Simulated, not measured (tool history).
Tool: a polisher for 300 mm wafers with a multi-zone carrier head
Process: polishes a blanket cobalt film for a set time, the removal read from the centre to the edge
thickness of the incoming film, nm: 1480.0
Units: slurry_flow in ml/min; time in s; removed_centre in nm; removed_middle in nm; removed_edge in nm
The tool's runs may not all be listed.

Run 1, day 0.000: slurry_flow 165 ml/min, centre_zone 1.00, middle_zone 1.00, edge_zone 1.00, time 81 s. Result: removed_centre 564.11 nm, removed_middle 566.63 nm, removed_edge 553.94 nm.
Run 2, day 0.121: slurry_flow 165 ml/min, centre_zone 1.06, middle_zone 1.00, edge_zone 1.00, time 81 s. Result: removed_centre 597.28 nm, removed_middle 556.39 nm, removed_edge 571.32 nm.
Run 3, day 0.367: slurry_flow 155 ml/min, centre_zone 1.03, middle_zone 0.96, edge_zone 0.98, time 78 s. Result: removed_centre 547.61 nm, removed_middle 507.46 nm, removed_edge 514.20 nm.
Run 4, day 0.662: slurry_flow 155 ml/min, centre_zone 1.03, middle_zone 0.96, edge_zone 0.98, time 92 s. Result: removed_centre 652.14 nm, removed_middle 599.58 nm, removed_edge 620.83 nm.
Run 5, day 0.792: slurry_flow 190 ml/min, centre_zone 1.03, middle_zone 0.96, edge_zone 0.98, time 92 s. Result: removed_centre 677.41 nm, removed_middle 643.97 nm, removed_edge 633.90 nm.
Run 6, day 1.017: slurry_flow 190 ml/min, centre_zone 1.03, middle_zone 1.00, edge_zone 0.98, time 92 s. Result: removed_centre 649.88 nm, removed_middle 649.70 nm, removed_edge 640.66 nm.
Run 7, day 1.242: slurry_flow 160 ml/min, centre_zone 1.01, middle_zone 0.99, edge_zone 0.99, time 85 s. Result: removed_centre 594.05 nm, removed_middle 580.78 nm, removed_edge 573.83 nm.

The next listed run, before its measurement:
Run 8, day 1.392: slurry_flow 150 ml/min, centre_zone 0.97, middle_zone 0.95, edge_zone 1.01, time 81 s. Result: removed_centre ?, removed_middle ?, removed_edge ?.

{"run 8": {"removed_centre": 518.6, "removed_middle": 520.0, "removed_edge": 548.41}}

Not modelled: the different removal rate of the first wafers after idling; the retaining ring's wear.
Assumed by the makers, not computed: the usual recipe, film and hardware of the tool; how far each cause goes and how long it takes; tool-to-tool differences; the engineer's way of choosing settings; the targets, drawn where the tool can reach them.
